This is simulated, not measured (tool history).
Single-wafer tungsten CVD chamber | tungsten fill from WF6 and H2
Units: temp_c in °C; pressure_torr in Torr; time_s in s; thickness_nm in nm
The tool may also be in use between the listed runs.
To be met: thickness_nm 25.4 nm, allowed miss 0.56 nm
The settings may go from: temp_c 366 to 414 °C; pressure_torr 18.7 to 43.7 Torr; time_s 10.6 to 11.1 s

run 1 hour=0 | temp_c=390 pressure_torr=31.2 time_s=11.1 | thickness_nm=28.664
run 2 hour=5.1 | temp_c=390 pressure_torr=34 time_s=11.1 | thickness_nm=29.469
run 3 hour=12.3 | temp_c=389 pressure_torr=33.9 time_s=11.1 | thickness_nm=28.844
run 4 hour=19.9 | temp_c=380 pressure_torr=33.9 time_s=11.1 | thickness_nm=23.317
run 5 hour=26.2 | temp_c=381 pressure_torr=33.9 time_s=11.1 | thickness_nm=24.224
run 6 hour=30 | temp_c=381 pressure_torr=29.7 time_s=11.1 | thickness_nm=23.099
run 7 hour=33.8 | temp_c=382 pressure_torr=29.7 time_s=11.1 | thickness_nm=23.446
run 8 hour=42.5 | temp_c=383 pressure_torr=29.7 time_s=11.1 | thickness_nm=24.042
run 9 hour=47.1 | temp_c=384 pressure_torr=29.8 time_s=11.1 | thickness_nm=24.546

Which of these 4 next moves meets every target?
run A hour=51.7 | temp_c=383 pressure_torr=35 time_s=11.1 | thickness_nm=?
run B hour=51.7 | temp_c=382 pressure_torr=31.3 time_s=11.1 | thickness_nm=?
run C hour=51.7 | temp_c=384 pressure_torr=28.3 time_s=10.6 | thickness_nm=?
run D hour=51.7 | temp_c=387 pressure_torr=22.8 time_s=11.1 | thickness_nm=?

move=A thickness_nm=25.464
move=B thickness_nm=23.987
move=C thickness_nm=23.212
move=D thickness_nm=24.349
A: meets every target
B: further off than the last run
C: further off than the last run
D: further off than the last run
Move A is the one to make.
